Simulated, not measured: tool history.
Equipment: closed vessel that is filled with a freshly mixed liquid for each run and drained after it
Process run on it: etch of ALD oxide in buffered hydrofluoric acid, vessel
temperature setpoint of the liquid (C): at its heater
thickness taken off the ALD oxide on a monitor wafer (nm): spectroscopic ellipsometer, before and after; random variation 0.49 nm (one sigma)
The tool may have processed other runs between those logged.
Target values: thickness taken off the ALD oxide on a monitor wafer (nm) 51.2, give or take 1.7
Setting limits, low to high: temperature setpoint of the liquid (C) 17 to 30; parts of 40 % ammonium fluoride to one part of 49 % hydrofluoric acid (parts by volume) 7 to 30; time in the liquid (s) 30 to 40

run,day,temperature setpoint of the liquid (C),parts of 40 % ammonium fluoride to one part of 49 % hydrofluoric acid (parts by volume),time in the liquid (s),thickness taken off the ALD oxide on a monitor wafer (nm)
1,0,22,20,40,29.183
2,0.371,23,19.5,40,31.297
3,0.458,23,22.5,40,28.143
4,0.825,24,22,40,30.463
5,0.917,25.5,22,40,32.738
6,1.029,25.5,25,40,30.211
7,1.271,26,24,40,31.455
8,1.317,26.5,23,40,33.405
9,1.567,27,22,40,34.958
10,1.942,27.5,21,40,37.566
11,2.046,28,20.5,40,39.361
12,2.204,28,20,40,40.008
13,2.504,28,19.5,40,40.647
14,2.642,28,19,40,42.033
15,2.833,28,18.5,40,42.403

4 next moves are on the table. One of them brings every result within its allowed miss. Which?
A,3.025,26,22.5,40,?
B,3.025,28,18.5,35,?
C,3.025,26,18,30,?
D,3.025,30,17.5,40,?

move,thickness taken off the ALD oxide on a monitor wafer (nm)
A,33.518
B,38.23
C,30.238
D,51.306
A: its largest miss is bigger than the last run's
B: its largest miss is bigger than the last run's
C: its largest miss is bigger than the last run's
D: each result inside its tolerance
D is the move that brings every result within its allowed miss.
